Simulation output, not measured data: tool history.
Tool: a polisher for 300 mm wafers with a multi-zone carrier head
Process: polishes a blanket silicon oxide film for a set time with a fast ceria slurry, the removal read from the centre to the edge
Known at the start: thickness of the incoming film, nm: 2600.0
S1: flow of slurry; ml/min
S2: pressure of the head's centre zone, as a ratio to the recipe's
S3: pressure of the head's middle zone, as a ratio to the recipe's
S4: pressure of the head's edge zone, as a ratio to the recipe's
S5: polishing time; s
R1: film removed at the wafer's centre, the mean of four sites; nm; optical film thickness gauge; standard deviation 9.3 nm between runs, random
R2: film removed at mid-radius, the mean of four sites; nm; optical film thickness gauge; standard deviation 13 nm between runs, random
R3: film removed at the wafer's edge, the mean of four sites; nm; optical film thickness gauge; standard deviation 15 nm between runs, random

run	day	S1	S2	S3	S4	S5	R1	R2	R3
1	0.000	210	1.00	1.00	1.00	52	919.92	933.33	929.75
2	0.254	210	1.00	1.00	1.00	46	820.98	842.48	810.88
3	0.450	210	1.00	0.92	1.00	46	808.33	770.55	822.65
4	0.692	210	0.93	0.92	1.00	46	761.65	769.61	802.30
5	0.779	205	0.93	0.93	1.02	48	776.99	811.43	835.46
6	1.046	205	0.93	0.93	1.04	50	819.63	835.17	892.80

What will run 7 give?
7	1.138	205	0.93	0.94	1.05	51	?	?	?

{"run 7": {"R1": 824.48, "R2": 854.6, "R3": 921.76}}

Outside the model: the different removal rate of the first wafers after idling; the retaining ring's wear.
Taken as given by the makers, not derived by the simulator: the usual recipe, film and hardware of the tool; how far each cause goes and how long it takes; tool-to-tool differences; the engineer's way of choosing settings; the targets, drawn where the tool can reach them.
